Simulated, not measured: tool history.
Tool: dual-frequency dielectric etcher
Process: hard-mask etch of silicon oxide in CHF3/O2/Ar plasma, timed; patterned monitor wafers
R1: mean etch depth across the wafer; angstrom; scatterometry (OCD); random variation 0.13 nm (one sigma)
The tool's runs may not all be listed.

Run 1, day 0: source power (kW) 0.76, bias power (kW) 0.181, etch time (s) 10.5. Result: R1 211.2 angstrom.
Run 2, day 0.254: source power (kW) 0.72, bias power (kW) 0.178, etch time (s) 10.5. Result: R1 205.89 angstrom.
Run 3, day 0.442: source power (kW) 0.69, bias power (kW) 0.176, etch time (s) 10.5. Result: R1 199.86 angstrom.
Run 4, day 0.612: source power (kW) 0.67, bias power (kW) 0.175, etch time (s) 10.5. Result: R1 197.28 angstrom.
Run 5, day 0.85: source power (kW) 0.65, bias power (kW) 0.174, etch time (s) 10.5. Result: R1 194.27 angstrom.
At day 0.979: bias power generator calibrated.
Run 6, day 0.979: source power (kW) 0.65, bias power (kW) 0.196, etch time (s) 10.5. Result: R1 200.33 angstrom.
Run 7, day 1.225: source power (kW) 0.63, bias power (kW) 0.195, etch time (s) 10.5. Result: R1 195.48 angstrom.

Run 8 comes next. What will it give?
Run 8, day 1.567: source power (kW) 0.62, bias power (kW) 0.194, etch time (s) 10.5. Result: R1 ?.

{"run 8": {"R1": 194.74}}
